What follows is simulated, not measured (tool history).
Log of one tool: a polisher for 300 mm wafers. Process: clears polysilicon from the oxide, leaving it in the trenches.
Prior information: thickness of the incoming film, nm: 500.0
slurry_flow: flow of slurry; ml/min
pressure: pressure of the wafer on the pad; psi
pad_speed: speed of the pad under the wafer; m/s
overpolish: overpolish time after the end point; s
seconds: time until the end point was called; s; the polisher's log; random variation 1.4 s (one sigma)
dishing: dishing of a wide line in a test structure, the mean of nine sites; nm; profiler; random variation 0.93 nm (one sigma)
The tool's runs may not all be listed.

Run 1, hour 0: slurry_flow 190 ml/min, pressure 2.3 psi, pad_speed 0.88 m/s, overpolish 16 s. Result: seconds 39.797 s, dishing 78.938 nm.
Run 2, hour 5: slurry_flow 190 ml/min, pressure 2.3 psi, pad_speed 0.88 m/s, overpolish 21 s. Result: seconds 40.462 s, dishing 80.873 nm.
Run 3, hour 10.8: slurry_flow 235 ml/min, pressure 2.3 psi, pad_speed 0.88 m/s, overpolish 21 s. Result: seconds 39.885 s, dishing 82.484 nm.
Run 4, hour 19.3: slurry_flow 235 ml/min, pressure 2.1 psi, pad_speed 0.86 m/s, overpolish 21 s. Result: seconds 44.445 s, dishing 79.67 nm.
Run 5, hour 24.9: slurry_flow 235 ml/min, pressure 2.1 psi, pad_speed 1.02 m/s, overpolish 21 s. Result: seconds 39.818 s, dishing 84.055 nm.
Run 6, hour 30.1: slurry_flow 235 ml/min, pressure 1.9 psi, pad_speed 1 m/s, overpolish 21 s. Result: seconds 44.996 s, dishing 81.061 nm.
Run 7, hour 31: slurry_flow 235 ml/min, pressure 1.8 psi, pad_speed 1 m/s, overpolish 21 s. Result: seconds 45.609 s, dishing 80.798 nm.
Run 8, hour 34.1: slurry_flow 235 ml/min, pressure 1.7 psi, pad_speed 0.98 m/s, overpolish 21 s. Result: seconds 49.102 s, dishing 81.023 nm.
Run 9, hour 38.7: slurry_flow 230 ml/min, pressure 1.1 psi, pad_speed 0.92 m/s, overpolish 15 s. Result: seconds 77.349 s, dishing 58.378 nm.
Run 10, hour 39.7: slurry_flow 230 ml/min, pressure 1.1 psi, pad_speed 0.92 m/s, overpolish 16 s. Result: seconds 79.762 s, dishing 60.87 nm.
Run 11, hour 46.9: slurry_flow 230 ml/min, pressure 1.1 psi, pad_speed 0.92 m/s, overpolish 17 s. Result: seconds 77.657 s, dishing 64.193 nm.

The next listed run, before its measurement:
Run 12, hour 52.6: slurry_flow 230 ml/min, pressure 1.2 psi, pad_speed 0.92 m/s, overpolish 18 s. Result: seconds ?, dishing ?.

Run 12 came out at seconds 73.016 s, dishing 67.477 nm.

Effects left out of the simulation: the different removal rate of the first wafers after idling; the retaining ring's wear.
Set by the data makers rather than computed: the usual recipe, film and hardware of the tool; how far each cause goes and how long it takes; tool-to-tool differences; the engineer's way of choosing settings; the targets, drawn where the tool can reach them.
